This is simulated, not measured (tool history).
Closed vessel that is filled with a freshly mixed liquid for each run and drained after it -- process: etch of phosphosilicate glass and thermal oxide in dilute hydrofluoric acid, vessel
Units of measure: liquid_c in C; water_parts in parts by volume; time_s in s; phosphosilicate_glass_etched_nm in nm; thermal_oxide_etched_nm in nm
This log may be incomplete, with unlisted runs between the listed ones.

| run | hour | liquid_c | water_parts | time_s | phosphosilicate_glass_etched_nm | thermal_oxide_etched_nm |
|---|---|---|---|---|---|---|
| 1 | 0.0 | 23.0 | 230 | 60 | 29.829 | 1.11990 |
| 2 | 8.9 | 23.0 | 230 | 40 | 19.831 | 0.81300 |
| 3 | 11.2 | 23.0 | 230 | 65 | 32.086 | 1.25640 |
| 4 | 14.1 | 19.5 | 230 | 65 | 28.063 | 1.10690 |
| 5 | 18.3 | 19.5 | 230 | 40 | 17.388 | 0.65914 |
| 6 | 20.0 | 19.5 | 310 | 40 | 11.875 | 0.46526 |
| 7 | 26.2 | 23.0 | 250 | 40 | 17.983 | 0.71309 |

Run 8 has not been measured yet. What should we expect?
| 8 | 27.7 | 27.0 | 160 | 40 | ? | ? |

phosphosilicate_glass_etched_nm: 35.529 nm
thermal_oxide_etched_nm: 1.37800 nm
